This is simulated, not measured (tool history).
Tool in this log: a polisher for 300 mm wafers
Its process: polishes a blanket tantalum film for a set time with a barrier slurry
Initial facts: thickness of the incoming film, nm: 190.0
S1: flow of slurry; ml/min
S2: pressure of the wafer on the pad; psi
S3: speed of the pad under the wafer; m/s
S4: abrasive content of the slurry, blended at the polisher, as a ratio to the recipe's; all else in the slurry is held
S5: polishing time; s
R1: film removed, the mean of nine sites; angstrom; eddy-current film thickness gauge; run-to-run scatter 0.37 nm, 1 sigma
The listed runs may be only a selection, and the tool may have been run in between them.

Run 1, day 0: S1 225 ml/min, S2 2.2 psi, S3 1.24 m/s, S4 1, S5 40 s. Result: R1 834.13 angstrom.
Run 2, day 0.138: S1 225 ml/min, S2 2.2 psi, S3 1.24 m/s, S4 1.1, S5 40 s. Result: R1 860.15 angstrom.
Run 3, day 0.221: S1 220 ml/min, S2 1.9 psi, S3 1.24 m/s, S4 1.1, S5 40 s. Result: R1 769.61 angstrom.
Run 4, day 0.25: S1 220 ml/min, S2 1.9 psi, S3 1.24 m/s, S4 1.1, S5 42 s. Result: R1 801.06 angstrom.
Run 5, day 0.525: S1 220 ml/min, S2 1.9 psi, S3 1.12 m/s, S4 1.1, S5 42 s. Result: R1 727.58 angstrom.
Run 6, day 0.854: S1 220 ml/min, S2 1.9 psi, S3 1.12 m/s, S4 1.1, S5 40 s. Result: R1 697.83 angstrom.
Run 7, day 1.2: S1 215 ml/min, S2 1.7 psi, S3 1.12 m/s, S4 1.1, S5 40 s. Result: R1 642.84 angstrom.

What does the tool deliver on the next run?
At day 1.296: slurry nozzle cleaned.
Run 8, day 1.296: S1 200 ml/min, S2 1.2 psi, S3 1.12 m/s, S4 1.1, S5 40 s. Result: R1 ?.

{"run 8": {"R1": 518.78}}
